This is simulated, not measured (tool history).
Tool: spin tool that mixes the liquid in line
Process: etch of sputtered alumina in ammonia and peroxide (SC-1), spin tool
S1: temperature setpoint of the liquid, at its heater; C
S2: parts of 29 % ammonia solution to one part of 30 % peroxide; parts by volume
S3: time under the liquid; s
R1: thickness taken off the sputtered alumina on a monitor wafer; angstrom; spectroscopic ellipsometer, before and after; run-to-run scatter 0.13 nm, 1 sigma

run 1 hour=0.0 | S1=61.0 S2=0.50 S3=275 | R1=368.22
run 2 hour=0.9 | S1=61.0 S2=0.50 S3=295 | R1=399.18
run 3 hour=3.1 | S1=61.0 S2=0.55 S3=295 | R1=393.61
run 4 hour=9.7 | S1=61.0 S2=0.55 S3=295 | R1=398.06
run 5 hour=10.7 | S1=55.5 S2=0.55 S3=295 | R1=300.05
run 6 hour=18.9 | S1=55.5 S2=0.55 S3=295 | R1=296.88
run 7 hour=25.4 | S1=54.5 S2=0.55 S3=295 | R1=280.60
run 8 hour=31.9 | S1=53.5 S2=0.55 S3=295 | R1=271.51

Predict the results of run 9:
run 9 hour=34.1 | S1=52.5 S2=0.55 S3=295 | R1=?

R1: 256.87 angstrom
